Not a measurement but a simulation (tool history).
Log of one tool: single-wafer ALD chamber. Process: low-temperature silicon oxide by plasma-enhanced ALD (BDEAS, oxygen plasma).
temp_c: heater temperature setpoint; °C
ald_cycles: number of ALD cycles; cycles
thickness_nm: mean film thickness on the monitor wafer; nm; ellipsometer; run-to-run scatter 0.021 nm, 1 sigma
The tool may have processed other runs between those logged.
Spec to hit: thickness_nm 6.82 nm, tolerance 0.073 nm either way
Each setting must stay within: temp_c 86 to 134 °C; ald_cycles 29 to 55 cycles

run 1 day=0 | temp_c=110 ald_cycles=42 | thickness_nm=5.6521
run 2 day=0.258 | temp_c=118 ald_cycles=42 | thickness_nm=5.5702
run 3 day=0.433 | temp_c=112 ald_cycles=45 | thickness_nm=6.0542
run 4 day=0.625 | temp_c=112 ald_cycles=42 | thickness_nm=5.6702
run 5 day=0.954 | temp_c=106 ald_cycles=44 | thickness_nm=5.9891
run 6 day=1.288 | temp_c=116 ald_cycles=44 | thickness_nm=5.882
run 7 day=1.654 | temp_c=111 ald_cycles=46 | thickness_nm=6.2387
run 8 day=1.717 | temp_c=106 ald_cycles=47 | thickness_nm=6.391
run 9 day=2.079 | temp_c=103 ald_cycles=51 | thickness_nm=6.9871
run 10 day=2.308 | temp_c=105 ald_cycles=51 | thickness_nm=7.0015
run 11 day=2.433 | temp_c=107 ald_cycles=51 | thickness_nm=6.9206

Below are 4 possible settings for the next run. Only one of them brings all results inside the allowed miss of their targets. Which is it?
run A day=2.558 | temp_c=103 ald_cycles=51 | thickness_nm=?
run B day=2.558 | temp_c=126 ald_cycles=52 | thickness_nm=?
run C day=2.558 | temp_c=97 ald_cycles=50 | thickness_nm=?
run D day=2.558 | temp_c=108 ald_cycles=52 | thickness_nm=?

move=A thickness_nm=6.981
move=B thickness_nm=6.7797
move=C thickness_nm=6.9887
move=D thickness_nm=7.0444
A: its largest miss is bigger than the last run's
B: every result within its allowed miss
C: its largest miss is bigger than the last run's
D: its largest miss is bigger than the last run's
The move that meets every target is B.
